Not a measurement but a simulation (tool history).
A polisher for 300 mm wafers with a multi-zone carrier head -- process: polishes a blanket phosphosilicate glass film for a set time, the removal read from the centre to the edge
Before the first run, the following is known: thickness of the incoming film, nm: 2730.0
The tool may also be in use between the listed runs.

run	day	flow of slurry (ml/min)	pressure of the head's centre zone	pressure of the head's middle zone	pressure of the head's edge zone	abrasive content of the slurry	polishing time (s)	film removed at the wafer's centre (Å)	film removed at mid-radius (Å)	film removed at the wafer's edge (Å)
1	0.000	215	1.00	1.00	1.00	1.00	74	4303.7	4414.5	4245.9
2	0.208	200	0.95	1.02	1.01	0.85	71	3481.0	3878.6	3697.2
3	0.367	185	0.91	1.03	1.00	0.75	71	3017.5	3558.7	3434.4
4	0.704	175	0.88	1.04	0.97	0.70	71	2826.6	3450.4	3195.1
5	1.067	175	0.88	1.04	0.97	0.70	54	2121.6	2629.3	2431.4
6	1.200	175	0.88	1.04	0.97	0.65	54	1992.9	2496.1	2283.5

Expected results for the next run?
7	1.304	195	0.88	1.07	1.02	0.65	54	?	?	?

film removed at the wafer's centre (Å): 2076.5
film removed at mid-radius (Å): 2548.1
film removed at the wafer's edge (Å): 2375.8
